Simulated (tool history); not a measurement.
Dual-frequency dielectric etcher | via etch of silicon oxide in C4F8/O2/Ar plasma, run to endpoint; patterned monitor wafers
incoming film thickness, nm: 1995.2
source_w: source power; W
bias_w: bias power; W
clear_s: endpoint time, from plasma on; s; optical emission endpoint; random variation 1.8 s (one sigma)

run,hour,source_w,bias_w,clear_s
1,0,1460,1685,419.41
2,0.9,1370,1673,433.07
3,6.7,1320,1667,439.4
4,15.5,1080,1667,471.61
5,22.9,1100,1670,467.87
6,30.1,940,1670,499.86
7,36.2,1000,1677,483.48
# hour 43.6: wet clean of the chamber
8,43.6,1040,1682,488.26

The next listed run, before its measurement:
9,44.5,1080,1689,?

{"run 9": {"clear_s": 482.3}}
